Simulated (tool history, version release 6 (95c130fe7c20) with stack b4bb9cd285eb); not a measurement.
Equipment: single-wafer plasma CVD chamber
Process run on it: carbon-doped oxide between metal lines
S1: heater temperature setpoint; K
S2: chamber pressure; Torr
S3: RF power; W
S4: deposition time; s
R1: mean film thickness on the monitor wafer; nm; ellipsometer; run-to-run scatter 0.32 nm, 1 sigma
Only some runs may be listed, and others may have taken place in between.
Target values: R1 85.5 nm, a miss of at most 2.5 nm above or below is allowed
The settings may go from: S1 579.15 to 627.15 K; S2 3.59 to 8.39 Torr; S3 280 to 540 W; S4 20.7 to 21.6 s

run  hour      S1    S2   S3    S4      R1
  1     0  603.15  5.99  410  21.6  106.02
  2   8.4  611.15  5.99  410  21.6  103.07
  3  12.5  611.15  5.99  410  21.6  102.98
  4  19.4  604.15  5.99  410  21.6  105.89
  5  23.1  604.15  5.99  410  21.6  104.93
  6  28.2  596.15  5.99  410  21.6  109.54
  7  32.5  598.15  5.91  400  21.5  105.14
  8  37.6  599.15  5.81  390  21.5   102.4
  9  42.1  609.15  5.11  325    21   79.46
 10  46.6  608.15  5.19  325    21  79.988
 11  52.4  607.15  5.26  325    21  80.082
 12  54.7  606.15  5.32  325    21  81.194
 13  57.5  605.15  5.37  325    21  81.077
 14  62.9  604.15  5.41  325    21  81.545
     70.6  -- capacitance manometer re-zeroed and calibrated
 15  70.6  603.15  5.45  325    21  81.656
 16  77.9  603.15  5.47  325    21  81.317
 17  78.8  603.15  5.48  325    21  81.367
 18  79.9  603.15  5.49  325    21  81.204

5 candidate next runs follow, results not yet known. Just one meets every target within its allowed miss. Identify it.
  A    81  598.15   5.9  350  21.6   ?
  B    81  595.15  5.61  315  21.6   ?
  C    81  605.15  6.24  310  21.6   ?
  D    81  608.15  6.06  375  20.7   ?
  E    81  603.15  5.44  315  20.7   ?

move      R1
   A  93.061
   B  84.527
   C  81.254
   D  91.785
   E  77.873
A: carries the result that was furthest off beyond its target, to the other side
B: all results in spec
C: no better and no worse than the last run
D: carries the result that was furthest off beyond its target, to the other side
E: moves away from the targets compared with the last run
B meets every target.
